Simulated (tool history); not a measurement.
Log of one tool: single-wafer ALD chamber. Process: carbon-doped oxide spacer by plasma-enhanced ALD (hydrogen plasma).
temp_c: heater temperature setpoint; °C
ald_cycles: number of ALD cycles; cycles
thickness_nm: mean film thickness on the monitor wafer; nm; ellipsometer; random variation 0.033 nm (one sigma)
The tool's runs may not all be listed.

Run 1, day 0: temp_c 420 °C, ald_cycles 451 cycles. Result: thickness_nm 19.357 nm.
Run 2, day 0.221: temp_c 416 °C, ald_cycles 451 cycles. Result: thickness_nm 19.576 nm.
Run 3, day 0.321: temp_c 416 °C, ald_cycles 493 cycles. Result: thickness_nm 21.393 nm.
Run 4, day 0.579: temp_c 424 °C, ald_cycles 493 cycles. Result: thickness_nm 20.896 nm.
Run 5, day 0.704: temp_c 424 °C, ald_cycles 519 cycles. Result: thickness_nm 22.056 nm.
Run 6, day 0.854: temp_c 427 °C, ald_cycles 475 cycles. Result: thickness_nm 19.992 nm.
Run 7, day 1.008: temp_c 439 °C, ald_cycles 403 cycles. Result: thickness_nm 16.427 nm.
Run 8, day 1.15: temp_c 440 °C, ald_cycles 391 cycles. Result: thickness_nm 15.773 nm.

Run 9 comes next. What will it give?
Run 9, day 1.433: temp_c 441 °C, ald_cycles 384 cycles. Result: thickness_nm ?.

thickness_nm: 15.54 nm
